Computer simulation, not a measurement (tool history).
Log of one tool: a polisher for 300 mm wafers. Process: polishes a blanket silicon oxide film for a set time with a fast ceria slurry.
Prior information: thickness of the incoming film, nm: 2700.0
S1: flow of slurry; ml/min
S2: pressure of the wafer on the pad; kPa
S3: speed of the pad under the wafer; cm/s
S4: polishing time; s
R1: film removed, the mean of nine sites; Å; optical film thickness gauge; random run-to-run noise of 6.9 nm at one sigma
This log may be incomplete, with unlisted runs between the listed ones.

| run | day | S1 | S2 | S3 | S4 | R1 |
|---|---|---|---|---|---|---|
| 1 | 0.000 | 225 | 24.1 | 88 | 79 | 11294.0 |
| 2 | 0.046 | 225 | 24.1 | 88 | 83 | 11863.0 |
| 3 | 0.308 | 225 | 20.7 | 84 | 83 | 9615.3 |
| 4 | 0.588 | 225 | 20.7 | 84 | 79 | 9161.0 |
| 5 | 0.754 | 225 | 17.9 | 82 | 79 | 7927.3 |
| 6 | 1.004 | 225 | 15.9 | 80 | 79 | 6675.8 |
| 7 | 1.333 | 225 | 15.2 | 80 | 79 | 6457.4 |
| 8 | 1.600 | 225 | 14.5 | 80 | 79 | 6269.4 |

The next listed run, before its measurement:
| 9 | 1.829 | 225 | 13.8 | 80 | 79 | ? |

{"run 9": {"R1": 5946.3}}
